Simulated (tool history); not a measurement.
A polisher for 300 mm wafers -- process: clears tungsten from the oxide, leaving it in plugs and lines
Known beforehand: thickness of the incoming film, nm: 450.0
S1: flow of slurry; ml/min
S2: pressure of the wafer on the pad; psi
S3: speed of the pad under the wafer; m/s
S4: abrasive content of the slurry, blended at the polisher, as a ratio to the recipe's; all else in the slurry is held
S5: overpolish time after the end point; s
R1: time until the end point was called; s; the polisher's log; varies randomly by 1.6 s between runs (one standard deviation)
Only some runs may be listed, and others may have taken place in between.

run	hour	S1	S2	S3	S4	S5	R1
1	0	270	3.5	1.08	1	5	88.477
2	8	270	3.3	1.08	1	5	91.264
3	11.6	270	3.1	1.08	1	5	97.366
4	16	270	2.9	1.08	1	5	105.16
5	16.6	270	3.2	1.08	1	5	94.638
6	22.3	270	3	1.08	1	5	101.67
7	30.9	270	2.9	1.08	1	5	104.66

For run 8, what comes out?
8	31.7	270	2.8	1.08	1	5	?

Run 8 yielded R1 107.82 s.
